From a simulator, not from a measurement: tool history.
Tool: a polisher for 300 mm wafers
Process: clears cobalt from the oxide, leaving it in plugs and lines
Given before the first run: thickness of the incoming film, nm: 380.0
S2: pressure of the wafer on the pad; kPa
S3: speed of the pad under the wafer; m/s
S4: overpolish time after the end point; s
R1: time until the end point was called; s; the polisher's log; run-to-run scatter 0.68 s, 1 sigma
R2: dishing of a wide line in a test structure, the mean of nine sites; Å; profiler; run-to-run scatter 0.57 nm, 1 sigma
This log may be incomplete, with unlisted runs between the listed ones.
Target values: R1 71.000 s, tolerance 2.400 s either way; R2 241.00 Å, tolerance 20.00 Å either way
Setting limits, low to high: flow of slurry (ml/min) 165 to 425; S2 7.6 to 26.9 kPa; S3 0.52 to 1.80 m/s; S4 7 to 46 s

{"run": 1, "hour": 0.0, "flow of slurry (ml/min)": 275, "S2": 17.2, "S3": 1.16, "S4": 24, "R1": 54.794, "R2": 345.7}
{"run": 2, "hour": 9.0, "flow of slurry (ml/min)": 250, "S2": 17.2, "S3": 1.16, "S4": 24, "R1": 55.83, "R2": 356.32}
{"run": 3, "hour": 12.8, "flow of slurry (ml/min)": 250, "S2": 20.0, "S3": 1.16, "S4": 24, "R1": 48.341, "R2": 346.62}
{"run": 4, "hour": 13.9, "flow of slurry (ml/min)": 290, "S2": 19.3, "S3": 1.08, "S4": 20, "R1": 52.304, "R2": 322.59}
{"run": 5, "hour": 22.0, "flow of slurry (ml/min)": 290, "S2": 21.4, "S3": 1.08, "S4": 20, "R1": 47.534, "R2": 343.15}
{"run": 6, "hour": 25.9, "flow of slurry (ml/min)": 320, "S2": 19.3, "S3": 1.08, "S4": 17, "R1": 51.679, "R2": 333.11}
{"run": 7, "hour": 32.1, "flow of slurry (ml/min)": 345, "S2": 18.6, "S3": 1.0, "S4": 15, "R1": 57.293, "R2": 340.31}
{"run": 8, "hour": 36.1, "flow of slurry (ml/min)": 305, "S2": 18.6, "S3": 0.96, "S4": 13, "R1": 58.896, "R2": 336.0}
{"run": 9, "hour": 40.8, "flow of slurry (ml/min)": 335, "S2": 18.6, "S3": 0.92, "S4": 12, "R1": 60.982, "R2": 307.38}
{"run": 10, "hour": 41.8, "flow of slurry (ml/min)": 335, "S2": 18.6, "S3": 0.92, "S4": 12, "R1": 60.403, "R2": 322.91}
{"run": 11, "hour": 47.8, "flow of slurry (ml/min)": 355, "S2": 19.3, "S3": 0.82, "S4": 11, "R1": 63.885, "R2": 308.31}
{"run": 12, "hour": 52.0, "flow of slurry (ml/min)": 370, "S2": 20.0, "S3": 0.74, "S4": 10, "R1": 66.896, "R2": 283.37}
{"run": 13, "hour": 56.7, "flow of slurry (ml/min)": 380, "S2": 20.7, "S3": 0.68, "S4": 10, "R1": 68.913, "R2": 300.22}
{"run": 14, "hour": 65.3, "flow of slurry (ml/min)": 390, "S2": 21.4, "S3": 0.64, "S4": 9, "R1": 68.995, "R2": 275.02}
{"run": 15, "hour": 69.6, "flow of slurry (ml/min)": 400, "S2": 22.1, "S3": 0.62, "S4": 9, "R1": 69.17, "R2": 274.25}

Pick the move, out of 5, that brings all results within their allowed miss; only one does.
{"run": "A", "hour": 73.9, "flow of slurry (ml/min)": 385, "S2": 24.1, "S3": 0.56, "S4": 11, "R1": "?", "R2": "?"}
{"run": "B", "hour": 73.9, "flow of slurry (ml/min)": 375, "S2": 15.2, "S3": 0.94, "S4": 22, "R1": "?", "R2": "?"}
{"run": "C", "hour": 73.9, "flow of slurry (ml/min)": 360, "S2": 20.0, "S3": 0.68, "S4": 11, "R1": "?", "R2": "?"}
{"run": "D", "hour": 73.9, "flow of slurry (ml/min)": 410, "S2": 25.5, "S3": 0.52, "S4": 7, "R1": "?", "R2": "?"}
{"run": "E", "hour": 73.9, "flow of slurry (ml/min)": 385, "S2": 22.1, "S3": 0.58, "S4": 7, "R1": "?", "R2": "?"}

move=A R1=66.995 R2=292.26
move=B R1=71.681 R2=331.71
move=C R1=70.431 R2=287.57
move=D R1=66.460 R2=243.43
move=E R1=71.358 R2=234.81
A: the biggest miss grows against the last run
B: the biggest miss grows against the last run
C: the biggest miss grows against the last run
D: puts the biggest miss on target and leaves a different result outside tolerance
E: in spec on every target
The move that meets every target is E.

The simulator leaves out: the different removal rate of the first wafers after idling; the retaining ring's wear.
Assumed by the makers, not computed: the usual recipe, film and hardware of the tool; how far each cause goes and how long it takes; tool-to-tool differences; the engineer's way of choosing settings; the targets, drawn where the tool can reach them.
